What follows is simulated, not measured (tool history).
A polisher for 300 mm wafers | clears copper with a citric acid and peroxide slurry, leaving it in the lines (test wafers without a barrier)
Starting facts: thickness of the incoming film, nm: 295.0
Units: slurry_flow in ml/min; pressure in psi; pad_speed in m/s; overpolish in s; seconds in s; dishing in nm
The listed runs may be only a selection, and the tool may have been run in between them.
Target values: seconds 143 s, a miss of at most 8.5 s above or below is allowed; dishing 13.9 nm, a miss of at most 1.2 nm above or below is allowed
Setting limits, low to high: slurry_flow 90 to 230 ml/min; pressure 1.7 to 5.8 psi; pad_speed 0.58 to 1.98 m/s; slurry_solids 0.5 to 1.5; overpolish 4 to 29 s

Run 1, hour 0: slurry_flow 150 ml/min, pressure 3.7 psi, pad_speed 1.28 m/s, slurry_solids 1, overpolish 15 s. Result: seconds 78.035 s, dishing 34.565 nm.
Run 2, hour 3.3: slurry_flow 125 ml/min, pressure 3.7 psi, pad_speed 1.28 m/s, slurry_solids 1, overpolish 15 s. Result: seconds 79.054 s, dishing 33.068 nm.
Run 3, hour 7.2: slurry_flow 110 ml/min, pressure 3.7 psi, pad_speed 1.28 m/s, slurry_solids 1, overpolish 15 s. Result: seconds 79.577 s, dishing 31.285 nm.
Run 4, hour 8: slurry_flow 110 ml/min, pressure 3.7 psi, pad_speed 1.28 m/s, slurry_solids 0.85, overpolish 15 s. Result: seconds 85.739 s, dishing 31.727 nm.
Run 5, hour 9.5: slurry_flow 110 ml/min, pressure 3.7 psi, pad_speed 1.16 m/s, slurry_solids 0.85, overpolish 15 s. Result: seconds 93.163 s, dishing 29.579 nm.
Run 6, hour 11.5: slurry_flow 110 ml/min, pressure 3.3 psi, pad_speed 1.14 m/s, slurry_solids 0.9, overpolish 13 s. Result: seconds 104.25 s, dishing 25.287 nm.
Run 7, hour 15.3: slurry_flow 110 ml/min, pressure 3.1 psi, pad_speed 1.12 m/s, slurry_solids 0.9, overpolish 11 s. Result: seconds 115.2 s, dishing 21.163 nm.
Run 8, hour 19: slurry_flow 115 ml/min, pressure 2.4 psi, pad_speed 1.1 m/s, slurry_solids 0.9, overpolish 5 s. Result: seconds 146.91 s, dishing 7.5001 nm.
Run 9, hour 26.3: slurry_flow 115 ml/min, pressure 2.5 psi, pad_speed 1.06 m/s, slurry_solids 0.9, overpolish 6 s. Result: seconds 145.31 s, dishing 9.4774 nm.
Run 10, hour 30.1: slurry_flow 115 ml/min, pressure 2.6 psi, pad_speed 1.02 m/s, slurry_solids 0.9, overpolish 7 s. Result: seconds 146.91 s, dishing 10.478 nm.
Run 11, hour 36.2: slurry_flow 115 ml/min, pressure 2.7 psi, pad_speed 1 m/s, slurry_solids 0.9, overpolish 7 s. Result: seconds 142.91 s, dishing 11.09 nm.
Run 12, hour 44.7: slurry_flow 115 ml/min, pressure 2.7 psi, pad_speed 0.98 m/s, slurry_solids 0.9, overpolish 7 s. Result: seconds 140.87 s, dishing 11.058 nm.

Consider the 4 candidate settings below. Which is the only one whose results all fall within their allowed miss of target?
Run A, hour 53.2: slurry_flow 145 ml/min, pressure 1.8 psi, pad_speed 1.46 m/s, slurry_solids 0.85, overpolish 8 s. Result: seconds ?, dishing ?.
Run B, hour 53.2: slurry_flow 130 ml/min, pressure 2.2 psi, pad_speed 1.28 m/s, slurry_solids 0.8, overpolish 9 s. Result: seconds ?, dishing ?.
Run C, hour 53.2: slurry_flow 100 ml/min, pressure 2.3 psi, pad_speed 1.26 m/s, slurry_solids 0.65, overpolish 8 s. Result: seconds ?, dishing ?.
Run D, hour 53.2: slurry_flow 130 ml/min, pressure 3.1 psi, pad_speed 0.9 m/s, slurry_solids 0.9, overpolish 4 s. Result: seconds ?, dishing ?.

move  seconds  dishing
   A   151.59   12.378
   B   146.83   14.197
   C   158.28   11.995
   D   142.63   7.0162
A: closes in on the targets versus the last run, not all within tolerance yet
B: hits every target within its allowed miss
C: closes in on the targets versus the last run, not all within tolerance yet
D: moves away from the targets compared with the last run
B is the move that brings every result within its allowed miss.
